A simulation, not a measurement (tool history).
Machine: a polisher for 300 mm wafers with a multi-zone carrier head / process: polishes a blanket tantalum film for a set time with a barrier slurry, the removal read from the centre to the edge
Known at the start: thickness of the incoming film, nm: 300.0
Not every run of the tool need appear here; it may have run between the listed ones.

run	hour	flow of slurry (ml/min)	pressure of the head's centre zone	pressure of the head's middle zone	pressure of the head's edge zone	abrasive content of the slurry	polishing time (s)	film removed at the wafer's centre (Å)	film removed at mid-radius (Å)	film removed at the wafer's edge (Å)
1	0	145	1	1	1	1	61	1061.9	1057.7	1035.2
2	5.1	120	1	1	1	1	61	1002	1024.4	998.67
3	14	115	0.98	0.98	0.98	0.95	61	954.05	976.15	976.45
4	22.4	110	0.97	0.97	0.96	0.9	61	930.35	954.75	942.77
5	28.1	110	0.97	0.97	0.96	0.9	49	753.94	777.58	756.51
6	34.9	110	0.97	0.97	0.96	0.9	59	922.07	922.22	913.46

What does the tool deliver on the next run?
7	42.6	90	0.87	0.92	0.94	0.85	59	?	?	?

Run 7 gave film removed at the wafer's centre (Å) 762.12, film removed at mid-radius (Å) 838.87, film removed at the wafer's edge (Å) 883.77.
